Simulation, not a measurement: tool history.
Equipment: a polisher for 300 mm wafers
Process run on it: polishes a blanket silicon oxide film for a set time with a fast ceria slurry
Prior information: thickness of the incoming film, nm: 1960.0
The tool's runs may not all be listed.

run,day,flow of slurry (ml/min),pressure of the wafer on the pad (kPa),speed of the pad under the wafer (m/s),polishing time (s),film removed (nm)
1,0.000,180,22.8,1.06,50,910.66
2,0.150,180,17.2,1.06,50,681.93
3,0.371,180,18.6,1.06,50,727.73
4,0.542,180,18.6,0.90,50,643.14
5,0.796,180,18.6,0.90,52,651.81
6,1.079,180,20.7,0.90,52,728.88
7,1.288,180,22.1,0.90,52,786.17
8,1.442,180,23.4,0.90,52,819.84
9,1.562,180,24.8,0.90,52,881.18

Run 10 is up next; what results do you expect?
10,1.875,180,25.5,0.90,52,?

{"run 10": {"film removed (nm)": 894.15}}
